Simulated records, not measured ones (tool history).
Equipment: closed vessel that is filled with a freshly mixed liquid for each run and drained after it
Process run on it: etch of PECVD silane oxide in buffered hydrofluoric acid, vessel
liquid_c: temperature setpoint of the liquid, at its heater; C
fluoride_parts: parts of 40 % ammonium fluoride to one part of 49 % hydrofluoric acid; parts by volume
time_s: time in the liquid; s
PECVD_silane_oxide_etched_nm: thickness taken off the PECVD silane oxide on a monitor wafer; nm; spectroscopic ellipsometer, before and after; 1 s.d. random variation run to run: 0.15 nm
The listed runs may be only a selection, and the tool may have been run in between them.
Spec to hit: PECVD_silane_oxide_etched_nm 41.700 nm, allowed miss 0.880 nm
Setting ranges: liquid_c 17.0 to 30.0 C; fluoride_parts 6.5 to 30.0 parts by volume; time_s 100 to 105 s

{"run": 1, "hour": 0.0, "liquid_c": 22.0, "fluoride_parts": 18.5, "time_s": 100, "PECVD_silane_oxide_etched_nm": 68.378}
{"run": 2, "hour": 4.3, "liquid_c": 19.5, "fluoride_parts": 18.5, "time_s": 100, "PECVD_silane_oxide_etched_nm": 59.659}
{"run": 3, "hour": 7.0, "liquid_c": 19.0, "fluoride_parts": 19.0, "time_s": 100, "PECVD_silane_oxide_etched_nm": 56.823}
{"run": 4, "hour": 11.4, "liquid_c": 18.5, "fluoride_parts": 19.5, "time_s": 100, "PECVD_silane_oxide_etched_nm": 54.12}
{"run": 5, "hour": 14.5, "liquid_c": 18.5, "fluoride_parts": 15.5, "time_s": 100, "PECVD_silane_oxide_etched_nm": 66.814}
{"run": 6, "hour": 16.0, "liquid_c": 20.5, "fluoride_parts": 15.5, "time_s": 100, "PECVD_silane_oxide_etched_nm": 74.625}
{"run": 7, "hour": 17.5, "liquid_c": 20.0, "fluoride_parts": 16.5, "time_s": 100, "PECVD_silane_oxide_etched_nm": 68.776}
{"run": 8, "hour": 23.7, "liquid_c": 20.0, "fluoride_parts": 16.5, "time_s": 100, "PECVD_silane_oxide_etched_nm": 67.907}
{"run": 9, "hour": 31.7, "liquid_c": 19.5, "fluoride_parts": 17.5, "time_s": 100, "PECVD_silane_oxide_etched_nm": 62.909}
{"hour": 38.1, "done": "hydrofluoric acid flow meter replaced"}
{"run": 10, "hour": 38.1, "liquid_c": 19.0, "fluoride_parts": 18.0, "time_s": 100, "PECVD_silane_oxide_etched_nm": 63.912}
{"run": 11, "hour": 45.4, "liquid_c": 18.5, "fluoride_parts": 19.0, "time_s": 100, "PECVD_silane_oxide_etched_nm": 58.877}
{"run": 12, "hour": 52.8, "liquid_c": 18.5, "fluoride_parts": 20.0, "time_s": 100, "PECVD_silane_oxide_etched_nm": 56.177}
{"run": 13, "hour": 56.4, "liquid_c": 18.5, "fluoride_parts": 21.0, "time_s": 100, "PECVD_silane_oxide_etched_nm": 53.927}
{"run": 14, "hour": 62.7, "liquid_c": 18.5, "fluoride_parts": 21.5, "time_s": 100, "PECVD_silane_oxide_etched_nm": 53.12}
{"run": 15, "hour": 65.0, "liquid_c": 18.5, "fluoride_parts": 22.0, "time_s": 100, "PECVD_silane_oxide_etched_nm": 52.614}
{"run": 16, "hour": 73.4, "liquid_c": 18.5, "fluoride_parts": 22.5, "time_s": 100, "PECVD_silane_oxide_etched_nm": 51.168}
{"run": 17, "hour": 73.9, "liquid_c": 18.5, "fluoride_parts": 23.0, "time_s": 100, "PECVD_silane_oxide_etched_nm": 50.556}
{"run": 18, "hour": 77.4, "liquid_c": 17.0, "fluoride_parts": 25.5, "time_s": 100, "PECVD_silane_oxide_etched_nm": 43.451}
{"run": 19, "hour": 78.7, "liquid_c": 17.0, "fluoride_parts": 26.0, "time_s": 100, "PECVD_silane_oxide_etched_nm": 42.777}

Of the 4 settings listed for the next run, only one would bring every result within its allowed miss of target. Which one?
{"run": "A", "hour": 80.0, "liquid_c": 18.0, "fluoride_parts": 29.0, "time_s": 100, "PECVD_silane_oxide_etched_nm": "?"}
{"run": "B", "hour": 80.0, "liquid_c": 17.5, "fluoride_parts": 25.5, "time_s": 100, "PECVD_silane_oxide_etched_nm": "?"}
{"run": "C", "hour": 80.0, "liquid_c": 17.0, "fluoride_parts": 26.5, "time_s": 105, "PECVD_silane_oxide_etched_nm": "?"}
{"run": "D", "hour": 80.0, "liquid_c": 17.0, "fluoride_parts": 27.5, "time_s": 105, "PECVD_silane_oxide_etched_nm": "?"}

move=A PECVD_silane_oxide_etched_nm=42.110
move=B PECVD_silane_oxide_etched_nm=44.739
move=C PECVD_silane_oxide_etched_nm=44.448
move=D PECVD_silane_oxide_etched_nm=43.321
A: all results land within tolerance of their targets
B: lands further from the targets than the last run did
C: lands further from the targets than the last run did
D: lands further from the targets than the last run did
So the answer is move A, the one that meets all the targets.
